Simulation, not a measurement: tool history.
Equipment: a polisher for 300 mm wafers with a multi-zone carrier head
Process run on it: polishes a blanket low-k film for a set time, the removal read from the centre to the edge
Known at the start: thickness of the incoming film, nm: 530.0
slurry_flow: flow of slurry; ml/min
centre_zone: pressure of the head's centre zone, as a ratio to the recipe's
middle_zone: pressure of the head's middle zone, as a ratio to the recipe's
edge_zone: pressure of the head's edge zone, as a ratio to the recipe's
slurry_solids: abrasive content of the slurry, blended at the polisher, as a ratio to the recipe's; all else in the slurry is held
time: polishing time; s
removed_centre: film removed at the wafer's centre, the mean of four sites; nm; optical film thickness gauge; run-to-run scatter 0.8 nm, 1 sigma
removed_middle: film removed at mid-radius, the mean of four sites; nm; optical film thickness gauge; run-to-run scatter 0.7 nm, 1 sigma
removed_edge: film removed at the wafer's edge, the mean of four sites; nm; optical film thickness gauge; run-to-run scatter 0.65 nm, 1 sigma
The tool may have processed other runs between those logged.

run 1 day=0.000 | slurry_flow=160 centre_zone=1.00 middle_zone=1.00 edge_zone=1.00 slurry_solids=1.00 time=61 | removed_centre=34.653 removed_middle=35.133 removed_edge=36.033
run 2 day=0.342 | slurry_flow=160 centre_zone=0.92 middle_zone=1.00 edge_zone=1.00 slurry_solids=1.00 time=61 | removed_centre=32.788 removed_middle=35.447 removed_edge=35.384
run 3 day=0.425 | slurry_flow=165 centre_zone=0.94 middle_zone=1.02 edge_zone=1.01 slurry_solids=1.10 time=62 | removed_centre=35.368 removed_middle=38.742 removed_edge=38.190
run 4 day=0.762 | slurry_flow=170 centre_zone=0.97 middle_zone=1.03 edge_zone=1.02 slurry_solids=1.15 time=63 | removed_centre=37.928 removed_middle=40.372 removed_edge=39.521
-- day=1.067 slurry nozzle cleaned
run 5 day=1.067 | slurry_flow=170 centre_zone=0.97 middle_zone=1.04 edge_zone=1.03 slurry_solids=1.20 time=65 | removed_centre=42.135 removed_middle=44.551 removed_edge=44.380
run 6 day=1.242 | slurry_flow=170 centre_zone=0.97 middle_zone=0.99 edge_zone=1.03 slurry_solids=1.20 time=65 | removed_centre=41.321 removed_middle=43.613 removed_edge=44.573
run 7 day=1.521 | slurry_flow=175 centre_zone=0.98 middle_zone=1.01 edge_zone=1.04 slurry_solids=1.25 time=65 | removed_centre=43.266 removed_middle=45.976 removed_edge=44.688
run 8 day=1.717 | slurry_flow=175 centre_zone=0.98 middle_zone=1.01 edge_zone=1.04 slurry_solids=1.25 time=65 | removed_centre=44.991 removed_middle=44.719 removed_edge=45.744
run 9 day=1.888 | slurry_flow=175 centre_zone=0.97 middle_zone=1.03 edge_zone=1.05 slurry_solids=1.30 time=66 | removed_centre=44.609 removed_middle=48.197 removed_edge=46.379
run 10 day=2.096 | slurry_flow=180 centre_zone=0.97 middle_zone=1.03 edge_zone=1.06 slurry_solids=1.35 time=67 | removed_centre=45.803 removed_middle=48.422 removed_edge=48.618
run 11 day=2.221 | slurry_flow=180 centre_zone=0.98 middle_zone=1.04 edge_zone=1.06 slurry_solids=1.35 time=68 | removed_centre=46.333 removed_middle=49.995 removed_edge=50.300
run 12 day=2.592 | slurry_flow=185 centre_zone=0.99 middle_zone=1.05 edge_zone=1.05 slurry_solids=1.35 time=69 | removed_centre=49.479 removed_middle=51.525 removed_edge=49.199
run 13 day=2.658 | slurry_flow=185 centre_zone=0.99 middle_zone=1.06 edge_zone=1.06 slurry_solids=1.35 time=69 | removed_centre=49.577 removed_middle=52.432 removed_edge=49.754
run 14 day=2.829 | slurry_flow=185 centre_zone=0.99 middle_zone=1.06 edge_zone=1.07 slurry_solids=1.35 time=69 | removed_centre=48.101 removed_middle=51.802 removed_edge=50.791

Expected results for the next run?
run 15 day=3.183 | slurry_flow=185 centre_zone=1.00 middle_zone=1.07 edge_zone=1.07 slurry_solids=1.35 time=69 | removed_centre=? removed_middle=? removed_edge=?

Logged for run 15: removed_centre 49.875 nm, removed_middle 52.792 nm, removed_edge 50.337 nm.
